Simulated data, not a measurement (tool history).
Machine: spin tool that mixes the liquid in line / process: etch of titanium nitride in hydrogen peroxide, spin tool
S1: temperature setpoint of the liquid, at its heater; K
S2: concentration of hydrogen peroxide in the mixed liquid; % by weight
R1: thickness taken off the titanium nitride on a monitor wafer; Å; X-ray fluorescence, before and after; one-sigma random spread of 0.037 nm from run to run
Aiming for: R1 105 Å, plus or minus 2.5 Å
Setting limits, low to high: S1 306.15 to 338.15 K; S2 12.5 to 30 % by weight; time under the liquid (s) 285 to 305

run 1 hour=0 | S1=322.15 S2=23.5 time_under_the_liquid_(s)=285 | R1=237.04
run 2 hour=3.2 | S1=318.15 S2=23.5 time_under_the_liquid_(s)=285 | R1=175.72
run 3 hour=7.1 | S1=322.15 S2=23.5 time_under_the_liquid_(s)=285 | R1=237.07
run 4 hour=9.8 | S1=322.15 S2=23.5 time_under_the_liquid_(s)=285 | R1=236.8
run 5 hour=11.5 | S1=321.15 S2=23.5 time_under_the_liquid_(s)=285 | R1=219.28
run 6 hour=13.2 | S1=320.15 S2=23.5 time_under_the_liquid_(s)=285 | R1=203.97
run 7 hour=13.8 | S1=319.15 S2=23.5 time_under_the_liquid_(s)=285 | R1=189.83
run 8 hour=17.2 | S1=318.15 S2=23.5 time_under_the_liquid_(s)=285 | R1=177.03
run 9 hour=19.1 | S1=317.15 S2=23.5 time_under_the_liquid_(s)=285 | R1=163.32
run 10 hour=21.4 | S1=310.15 S2=23.5 time_under_the_liquid_(s)=285 | R1=95.813
run 11 hour=29.5 | S1=310.65 S2=23.5 time_under_the_liquid_(s)=285 | R1=99.203

Consider the 4 candidate settings below. Which is the only one whose results all fall within their allowed miss of target?
run A hour=37.6 | S1=309.65 S2=26.5 time_under_the_liquid_(s)=290 | R1=?
run B hour=37.6 | S1=309.15 S2=24.5 time_under_the_liquid_(s)=305 | R1=?
run C hour=37.6 | S1=310.15 S2=25.5 time_under_the_liquid_(s)=305 | R1=?
run D hour=37.6 | S1=310.65 S2=21 time_under_the_liquid_(s)=285 | R1=?

move=A R1=95.583
move=B R1=95
move=C R1=103.68
move=D R1=96.594
A: moves away from the targets compared with the last run
B: moves away from the targets compared with the last run
C: in spec on every target
D: moves away from the targets compared with the last run
Correct choice: C, which meets every target
